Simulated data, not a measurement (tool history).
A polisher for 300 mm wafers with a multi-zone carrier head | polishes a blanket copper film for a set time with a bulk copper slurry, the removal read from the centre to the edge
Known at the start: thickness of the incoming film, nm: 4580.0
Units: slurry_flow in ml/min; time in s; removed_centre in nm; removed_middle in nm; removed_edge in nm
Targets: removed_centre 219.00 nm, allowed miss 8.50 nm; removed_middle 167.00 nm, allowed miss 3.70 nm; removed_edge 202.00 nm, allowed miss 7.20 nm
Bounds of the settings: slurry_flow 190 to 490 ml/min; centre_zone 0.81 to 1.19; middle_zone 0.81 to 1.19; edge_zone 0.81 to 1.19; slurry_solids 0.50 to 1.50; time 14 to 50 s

| run | hour | slurry_flow | centre_zone | middle_zone | edge_zone | slurry_solids | time | removed_centre | removed_middle | removed_edge |
|---|---|---|---|---|---|---|---|---|---|---|
| 1 | 0.0 | 315 | 1.00 | 1.00 | 1.00 | 1.00 | 32 | 313.80 | 322.14 | 317.26 |
| 2 | 4.8 | 315 | 1.00 | 1.00 | 1.00 | 0.80 | 32 | 295.07 | 296.34 | 297.20 |
| 3 | 5.9 | 305 | 1.02 | 0.96 | 0.99 | 0.75 | 30 | 276.17 | 263.86 | 274.19 |
| 4 | 14.0 | 305 | 1.02 | 0.88 | 0.99 | 0.75 | 30 | 277.50 | 243.82 | 273.86 |
| 5 | 22.7 | 295 | 1.03 | 0.86 | 0.98 | 0.70 | 28 | 255.75 | 222.77 | 252.83 |
| 6 | 23.7 | 295 | 0.96 | 0.86 | 0.98 | 0.70 | 28 | 241.48 | 220.26 | 247.55 |
| 7 | 30.0 | 295 | 1.00 | 0.85 | 0.98 | 0.65 | 27 | 232.99 | 204.75 | 241.47 |
| 8 | 37.3 | 295 | 1.03 | 0.84 | 0.95 | 0.60 | 26 | 226.85 | 189.64 | 218.30 |
| 9 | 38.4 | 290 | 1.05 | 0.83 | 0.95 | 0.60 | 26 | 234.37 | 189.54 | 215.76 |
| 10 | 42.9 | 295 | 1.06 | 0.83 | 0.96 | 0.60 | 25 | 220.93 | 183.69 | 212.26 |
| 11 | 51.7 | 285 | 1.09 | 0.83 | 0.97 | 0.60 | 25 | 231.59 | 182.19 | 211.72 |
| 12 | 59.6 | 275 | 1.09 | 0.83 | 0.97 | 0.60 | 25 | 226.28 | 181.64 | 213.66 |
| 13 | 63.9 | 265 | 1.10 | 0.83 | 0.97 | 0.60 | 25 | 234.73 | 182.69 | 210.19 |
| 14 | 72.4 | 265 | 1.10 | 0.83 | 0.98 | 0.60 | 25 | 228.28 | 180.41 | 210.69 |
| 15 | 81.1 | 255 | 1.11 | 0.83 | 0.99 | 0.60 | 25 | 231.07 | 180.25 | 212.38 |
| 16 | 86.3 | 250 | 1.11 | 0.83 | 0.99 | 0.60 | 25 | 234.84 | 179.17 | 213.61 |
| 17 | 95.3 | 225 | 1.09 | 0.81 | 0.97 | 0.50 | 24 | 207.99 | 158.95 | 187.37 |
| 18 | 99.9 | 240 | 1.10 | 0.81 | 0.98 | 0.50 | 24 | 205.58 | 159.68 | 188.28 |
| 19 | 103.2 | 255 | 1.11 | 0.81 | 0.99 | 0.50 | 24 | 211.61 | 160.73 | 189.22 |

Which of these 4 next moves meets every target?
| A | 106.5 | 275 | 1.13 | 0.91 | 0.92 | 0.50 | 23 | ? | ? | ? |
| B | 106.5 | 230 | 1.19 | 0.89 | 1.07 | 0.65 | 21 | ? | ? | ? |
| C | 106.5 | 235 | 1.13 | 0.82 | 1.06 | 0.50 | 25 | ? | ? | ? |
| D | 106.5 | 230 | 1.15 | 0.82 | 0.89 | 0.50 | 23 | ? | ? | ? |

| move | removed_centre | removed_middle | removed_edge |
|---|---|---|---|
| A | 206.37 | 169.91 | 179.28 |
| B | 213.32 | 163.99 | 186.68 |
| C | 221.35 | 167.55 | 203.36 |
| D | 206.84 | 153.91 | 175.77 |
A: further off than the last run
B: further off than the last run
C: meets every target
D: further off than the last run
Move C is the one to make.

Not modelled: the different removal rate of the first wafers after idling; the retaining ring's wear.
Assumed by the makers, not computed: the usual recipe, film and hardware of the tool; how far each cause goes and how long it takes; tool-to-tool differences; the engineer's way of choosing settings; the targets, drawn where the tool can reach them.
